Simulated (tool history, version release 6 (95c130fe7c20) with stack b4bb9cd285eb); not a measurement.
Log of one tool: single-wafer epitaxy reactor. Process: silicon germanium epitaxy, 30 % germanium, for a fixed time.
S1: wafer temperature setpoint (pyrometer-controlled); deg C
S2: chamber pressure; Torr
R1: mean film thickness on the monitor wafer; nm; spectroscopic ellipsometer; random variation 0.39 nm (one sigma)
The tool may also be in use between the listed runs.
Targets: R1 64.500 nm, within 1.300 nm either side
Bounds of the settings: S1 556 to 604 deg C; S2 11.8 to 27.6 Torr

run,hour,S1,S2,R1
1,0.0,580,19.7,42.225
2,0.5,580,21.9,44.495
3,2.1,585,22.0,49.498
4,10.5,585,19.7,47.285
5,11.9,578,19.7,40.581
6,14.1,578,21.1,41.805
7,17.1,583,21.2,46.636
8,24.2,595,21.5,60.974
9,29.3,596,21.5,61.428
10,30.5,597,21.5,62.699

Exactly one of the 4 candidate moves below puts every result within its allowed miss. Which one?
A,31.7,595,21.5,?
B,31.7,598,20.0,?
C,31.7,595,22.4,?
D,31.7,601,19.0,?

move,R1
A,60.739
B,62.642
C,61.838
D,65.163
A: the biggest miss grows against the last run
B: as far off as the last run
C: the biggest miss grows against the last run
D: each result inside its tolerance
The move that meets every target is D.
